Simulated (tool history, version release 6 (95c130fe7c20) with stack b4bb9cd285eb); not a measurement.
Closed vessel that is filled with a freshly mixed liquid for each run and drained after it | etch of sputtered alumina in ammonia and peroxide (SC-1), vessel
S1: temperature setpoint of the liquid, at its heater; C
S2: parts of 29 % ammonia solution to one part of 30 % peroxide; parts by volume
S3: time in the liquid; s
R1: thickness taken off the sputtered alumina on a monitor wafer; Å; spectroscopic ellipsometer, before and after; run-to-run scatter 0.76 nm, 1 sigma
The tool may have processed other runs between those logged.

{"run": 1, "day": 0.0, "S1": 53, "S2": 0.85, "S3": 1150, "R1": 775.36}
{"run": 2, "day": 0.212, "S1": 53, "S2": 0.85, "S3": 1230, "R1": 829.61}
{"run": 3, "day": 0.3, "S1": 53.5, "S2": 0.85, "S3": 1230, "R1": 847.56}
{"run": 4, "day": 0.371, "S1": 53.5, "S2": 1.1, "S3": 1230, "R1": 878.5}
{"run": 5, "day": 0.517, "S1": 54, "S2": 1.1, "S3": 1230, "R1": 893.12}
{"run": 6, "day": 0.875, "S1": 54, "S2": 1.1, "S3": 1150, "R1": 843.37}

For run 7, what comes out?
{"run": 7, "day": 1.012, "S1": 54.5, "S2": 1.1, "S3": 1150, "R1": "?"}

{"run 7": {"R1": 868.9}}
